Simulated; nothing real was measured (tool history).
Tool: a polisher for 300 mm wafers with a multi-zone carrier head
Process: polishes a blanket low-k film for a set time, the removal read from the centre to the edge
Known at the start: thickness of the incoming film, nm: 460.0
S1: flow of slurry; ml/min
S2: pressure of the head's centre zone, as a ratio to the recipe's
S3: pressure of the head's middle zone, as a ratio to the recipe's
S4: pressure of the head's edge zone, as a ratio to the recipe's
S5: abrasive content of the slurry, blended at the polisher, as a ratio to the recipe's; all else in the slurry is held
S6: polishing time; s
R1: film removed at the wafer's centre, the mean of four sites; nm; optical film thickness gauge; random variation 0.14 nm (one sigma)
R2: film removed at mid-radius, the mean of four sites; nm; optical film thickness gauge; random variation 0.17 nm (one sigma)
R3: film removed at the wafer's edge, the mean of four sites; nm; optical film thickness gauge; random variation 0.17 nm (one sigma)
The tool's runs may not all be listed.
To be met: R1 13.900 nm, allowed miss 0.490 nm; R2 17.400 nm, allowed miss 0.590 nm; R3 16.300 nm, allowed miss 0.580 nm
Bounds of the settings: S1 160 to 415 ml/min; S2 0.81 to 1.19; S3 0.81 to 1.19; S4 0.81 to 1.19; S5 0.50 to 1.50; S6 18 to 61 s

run	day	S1	S2	S3	S4	S5	S6	R1	R2	R3
1	0.000	265	1.00	1.00	1.00	1.00	39	10.987	10.979	10.740
2	0.183	270	0.97	1.04	1.05	1.15	40	11.930	12.691	12.467
3	0.379	270	0.97	1.04	1.12	1.15	40	11.902	12.527	13.035
4	0.671	270	0.93	1.04	1.12	1.15	40	11.354	12.827	13.060
5	0.888	285	0.93	1.09	1.13	1.25	40	12.193	14.091	13.411
6	1.075	280	0.91	1.10	1.14	1.35	41	12.674	14.924	14.519
7	1.217	280	0.91	1.10	1.14	1.35	41	12.770	15.137	14.248
8	1.492	285	0.90	1.10	1.16	1.40	42	12.773	15.546	15.453
9	1.675	295	0.90	1.12	1.17	1.45	42	13.307	16.244	15.517
10	2.021	295	0.90	1.13	1.17	1.45	42	13.122	16.753	15.799
11	2.267	300	0.91	1.13	1.17	1.45	42	13.390	16.358	15.626

4 next moves are on the table. One of them brings every result within its allowed miss. Which?
A	2.512	225	0.81	1.15	1.02	1.50	46	?	?	?
B	2.512	225	0.91	1.05	1.19	1.40	47	?	?	?
C	2.512	340	0.91	1.17	1.07	1.45	42	?	?	?
D	2.512	240	0.92	1.16	1.18	1.20	49	?	?	?

move	R1	R2	R3
A	12.652	18.026	15.928
B	14.102	16.525	17.102
C	13.510	17.272	15.224
D	13.928	17.549	16.540
A: takes the result that was furthest off past its target
B: nearer than the last run, and not there yet
C: brings the result that was furthest off to its target, and leaves another outside
D: meets every target
Move D is the one to make.
